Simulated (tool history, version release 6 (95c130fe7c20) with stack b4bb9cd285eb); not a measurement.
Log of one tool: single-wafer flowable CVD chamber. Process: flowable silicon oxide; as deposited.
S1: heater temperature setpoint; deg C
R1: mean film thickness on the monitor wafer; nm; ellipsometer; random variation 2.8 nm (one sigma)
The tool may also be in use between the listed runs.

Run 1, hour 0.0: S1 95 deg C, chamber pressure (Torr) 1.02, RF power (kW) 1.680, deposition time (s) 776. Result: R1 648.38 nm.
Run 2, hour 1.4: S1 89 deg C, chamber pressure (Torr) 1.02, RF power (kW) 1.680, deposition time (s) 776. Result: R1 772.88 nm.
Run 3, hour 3.6: S1 82 deg C, chamber pressure (Torr) 1.02, RF power (kW) 1.680, deposition time (s) 776. Result: R1 939.80 nm.
Run 4, hour 6.8: S1 77 deg C, chamber pressure (Torr) 1.02, RF power (kW) 1.680, deposition time (s) 776. Result: R1 1055.70 nm.
Run 5, hour 15.7: S1 84 deg C, chamber pressure (Torr) 1.02, RF power (kW) 1.680, deposition time (s) 776. Result: R1 895.33 nm.
Run 6, hour 17.8: S1 84 deg C, chamber pressure (Torr) 1.18, RF power (kW) 1.680, deposition time (s) 776. Result: R1 1015.90 nm.
Run 7, hour 21.6: S1 90 deg C, chamber pressure (Torr) 1.18, RF power (kW) 1.680, deposition time (s) 776. Result: R1 853.70 nm.
Run 8, hour 22.7: S1 95 deg C, chamber pressure (Torr) 1.18, RF power (kW) 1.680, deposition time (s) 776. Result: R1 748.42 nm.
Run 9, hour 29.0: S1 99 deg C, chamber pressure (Torr) 1.18, RF power (kW) 1.680, deposition time (s) 776. Result: R1 659.03 nm.
Run 10, hour 35.4: S1 102 deg C, chamber pressure (Torr) 1.18, RF power (kW) 1.680, deposition time (s) 776. Result: R1 609.33 nm.
Run 11, hour 38.7: S1 104 deg C, chamber pressure (Torr) 1.18, RF power (kW) 1.680, deposition time (s) 776. Result: R1 568.95 nm.
Run 12, hour 40.7: S1 105 deg C, chamber pressure (Torr) 1.18, RF power (kW) 1.680, deposition time (s) 776. Result: R1 556.54 nm.
At hour 43.1: thermocouple changed; heater temperature recalibrated.
Run 13, hour 43.1: S1 106 deg C, chamber pressure (Torr) 1.18, RF power (kW) 1.680, deposition time (s) 776. Result: R1 590.99 nm.

Forecast run 14:
Run 14, hour 43.8: S1 116 deg C, chamber pressure (Torr) 1.18, RF power (kW) 1.680, deposition time (s) 776. Result: R1 ?.

R1: 439.66 nm
